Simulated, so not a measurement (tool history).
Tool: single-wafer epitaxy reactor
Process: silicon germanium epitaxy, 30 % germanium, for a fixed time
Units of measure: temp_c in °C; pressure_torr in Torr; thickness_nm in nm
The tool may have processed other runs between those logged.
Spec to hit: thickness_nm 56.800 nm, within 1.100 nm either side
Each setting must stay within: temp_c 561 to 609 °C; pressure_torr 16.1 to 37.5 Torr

{"run": 1, "hour": 0.0, "temp_c": 585, "pressure_torr": 26.8, "thickness_nm": 52.227}
{"run": 2, "hour": 7.5, "temp_c": 585, "pressure_torr": 22.8, "thickness_nm": 47.701}
{"run": 3, "hour": 15.0, "temp_c": 587, "pressure_torr": 22.8, "thickness_nm": 49.399}
{"run": 4, "hour": 20.2, "temp_c": 589, "pressure_torr": 22.8, "thickness_nm": 51.826}
{"run": 5, "hour": 26.3, "temp_c": 580, "pressure_torr": 22.8, "thickness_nm": 42.91}
{"run": 6, "hour": 32.9, "temp_c": 583, "pressure_torr": 22.9, "thickness_nm": 45.432}
{"run": 7, "hour": 36.4, "temp_c": 585, "pressure_torr": 22.9, "thickness_nm": 48.042}
{"run": 8, "hour": 40.4, "temp_c": 587, "pressure_torr": 22.9, "thickness_nm": 49.415}
{"run": 9, "hour": 43.4, "temp_c": 587, "pressure_torr": 22.9, "thickness_nm": 49.81}

Exactly one of the 4 candidate moves below puts every result within its allowed miss. Which one?
{"run": "A", "hour": 46.4, "temp_c": 589, "pressure_torr": 26.3, "thickness_nm": "?"}
{"run": "B", "hour": 46.4, "temp_c": 590, "pressure_torr": 22.1, "thickness_nm": "?"}
{"run": "C", "hour": 46.4, "temp_c": 580, "pressure_torr": 20.8, "thickness_nm": "?"}
{"run": "D", "hour": 46.4, "temp_c": 580, "pressure_torr": 22.7, "thickness_nm": "?"}

move=A thickness_nm=56.463
move=B thickness_nm=52.101
move=C thickness_nm=40.670
move=D thickness_nm=42.903
A: meets every target
B: nearer the targets than the last run, but a result is still out of spec
C: misses by more than the last run did
D: misses by more than the last run did
Correct choice: A, which meets every target
